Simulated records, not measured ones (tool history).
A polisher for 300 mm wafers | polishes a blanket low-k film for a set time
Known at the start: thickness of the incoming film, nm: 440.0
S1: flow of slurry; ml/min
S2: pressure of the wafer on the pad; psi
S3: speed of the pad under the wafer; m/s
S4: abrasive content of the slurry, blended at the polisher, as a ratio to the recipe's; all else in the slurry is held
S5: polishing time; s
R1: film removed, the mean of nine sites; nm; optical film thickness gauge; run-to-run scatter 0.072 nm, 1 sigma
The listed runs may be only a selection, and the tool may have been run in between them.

{"run": 1, "hour": 0.0, "S1": 145, "S2": 1.7, "S3": 0.92, "S4": 1, "S5": 37, "R1": 12.261}
{"run": 2, "hour": 3.7, "S1": 145, "S2": 1.4, "S3": 0.92, "S4": 1, "S5": 37, "R1": 10.314}
{"run": 3, "hour": 10.9, "S1": 145, "S2": 1.3, "S3": 0.88, "S4": 1, "S5": 37, "R1": 9.4518}
{"run": 4, "hour": 16.8, "S1": 145, "S2": 1.2, "S3": 0.84, "S4": 1, "S5": 37, "R1": 8.2685}
{"run": 5, "hour": 18.4, "S1": 145, "S2": 1.1, "S3": 0.82, "S4": 1, "S5": 37, "R1": 7.6498}
{"run": 6, "hour": 25.3, "S1": 145, "S2": 1.1, "S3": 0.82, "S4": 1.1, "S5": 37, "R1": 7.9278}

What does the tool deliver on the next run?
{"run": 7, "hour": 29.8, "S1": 145, "S2": 1.1, "S3": 0.8, "S4": 1.1, "S5": 37, "R1": "?"}

R1: 7.683 nm
